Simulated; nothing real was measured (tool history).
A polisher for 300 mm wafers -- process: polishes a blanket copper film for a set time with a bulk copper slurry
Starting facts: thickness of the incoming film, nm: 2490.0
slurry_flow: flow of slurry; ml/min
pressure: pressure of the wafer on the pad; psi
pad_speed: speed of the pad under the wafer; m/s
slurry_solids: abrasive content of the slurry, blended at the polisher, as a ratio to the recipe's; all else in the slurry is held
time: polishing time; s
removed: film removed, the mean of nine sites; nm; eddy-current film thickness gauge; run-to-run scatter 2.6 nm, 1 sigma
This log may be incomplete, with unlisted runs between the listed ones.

Run 1, hour 0.0: slurry_flow 190 ml/min, pressure 1.6 psi, pad_speed 1.12 m/s, slurry_solids 1.0, time 76 s. Result: removed 406.75 nm.
Run 2, hour 8.9: slurry_flow 190 ml/min, pressure 1.5 psi, pad_speed 1.12 m/s, slurry_solids 1.0, time 76 s. Result: removed 377.79 nm.
Run 3, hour 12.4: slurry_flow 190 ml/min, pressure 1.5 psi, pad_speed 1.12 m/s, slurry_solids 1.2, time 76 s. Result: removed 393.94 nm.
Run 4, hour 14.7: slurry_flow 190 ml/min, pressure 1.5 psi, pad_speed 1.30 m/s, slurry_solids 1.2, time 76 s. Result: removed 442.91 nm.
Run 5, hour 18.4: slurry_flow 190 ml/min, pressure 1.5 psi, pad_speed 1.58 m/s, slurry_solids 1.2, time 76 s. Result: removed 530.81 nm.
Run 6, hour 24.6: slurry_flow 190 ml/min, pressure 1.8 psi, pad_speed 1.58 m/s, slurry_solids 1.2, time 76 s. Result: removed 636.53 nm.
Run 7, hour 29.8: slurry_flow 185 ml/min, pressure 1.6 psi, pad_speed 1.50 m/s, slurry_solids 1.2, time 76 s. Result: removed 534.44 nm.
Run 8, hour 31.7: slurry_flow 185 ml/min, pressure 1.6 psi, pad_speed 1.50 m/s, slurry_solids 1.2, time 76 s. Result: removed 533.57 nm.
Run 9, hour 38.7: slurry_flow 185 ml/min, pressure 1.5 psi, pad_speed 1.44 m/s, slurry_solids 1.2, time 76 s. Result: removed 483.66 nm.

Estimate the outcome of run 10 from the log above:
Run 10, hour 47.7: slurry_flow 185 ml/min, pressure 1.4 psi, pad_speed 1.38 m/s, slurry_solids 1.2, time 76 s. Result: removed ?.

{"run 10": {"removed": 443.06}}
